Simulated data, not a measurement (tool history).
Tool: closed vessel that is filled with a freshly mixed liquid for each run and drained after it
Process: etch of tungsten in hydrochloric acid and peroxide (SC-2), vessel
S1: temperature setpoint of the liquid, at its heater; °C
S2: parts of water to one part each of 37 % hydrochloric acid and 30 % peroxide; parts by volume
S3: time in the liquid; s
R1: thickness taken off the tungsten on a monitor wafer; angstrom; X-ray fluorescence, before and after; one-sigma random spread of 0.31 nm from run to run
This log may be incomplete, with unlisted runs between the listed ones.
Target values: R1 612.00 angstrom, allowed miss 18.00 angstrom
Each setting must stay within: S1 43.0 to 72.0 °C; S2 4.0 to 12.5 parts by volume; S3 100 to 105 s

{"run": 1, "hour": 0.0, "S1": 59.0, "S2": 7.0, "S3": 100, "R1": 733.53}
{"run": 2, "hour": 8.4, "S1": 59.0, "S2": 5.0, "S3": 100, "R1": 946.3}
{"run": 3, "hour": 11.3, "S1": 58.0, "S2": 5.0, "S3": 100, "R1": 893.25}
{"run": 4, "hour": 12.9, "S1": 57.5, "S2": 5.0, "S3": 100, "R1": 867.73}
{"run": 5, "hour": 19.1, "S1": 57.5, "S2": 4.0, "S3": 100, "R1": 1000.3}
{"run": 6, "hour": 21.3, "S1": 56.5, "S2": 4.0, "S3": 100, "R1": 934.89}
{"run": 7, "hour": 22.8, "S1": 55.5, "S2": 4.0, "S3": 100, "R1": 882.08}
{"run": 8, "hour": 31.7, "S1": 55.0, "S2": 4.0, "S3": 100, "R1": 853.26}
{"run": 9, "hour": 34.1, "S1": 54.5, "S2": 4.0, "S3": 100, "R1": 831.23}
{"run": 10, "hour": 42.2, "S1": 48.5, "S2": 4.0, "S3": 100, "R1": 553.37}

Exactly one of the 5 candidate moves below puts every result within its allowed miss. Which one?
{"run": "A", "hour": 50.3, "S1": 50.5, "S2": 5.0, "S3": 100, "R1": "?"}
{"run": "B", "hour": 50.3, "S1": 47.0, "S2": 4.0, "S3": 105, "R1": "?"}
{"run": "C", "hour": 50.3, "S1": 52.0, "S2": 6.0, "S3": 105, "R1": "?"}
{"run": "D", "hour": 50.3, "S1": 48.0, "S2": 4.0, "S3": 105, "R1": "?"}
{"run": "E", "hour": 50.3, "S1": 51.0, "S2": 4.5, "S3": 100, "R1": "?"}

move=A R1=541.81
move=B R1=524.62
move=C R1=549.73
move=D R1=561.37
move=E R1=603.18
A: lands further from the targets than the last run did
B: lands further from the targets than the last run did
C: lands further from the targets than the last run did
D: nearer the targets than the last run, but a result is still out of spec
E: meets every target
The right move is E.
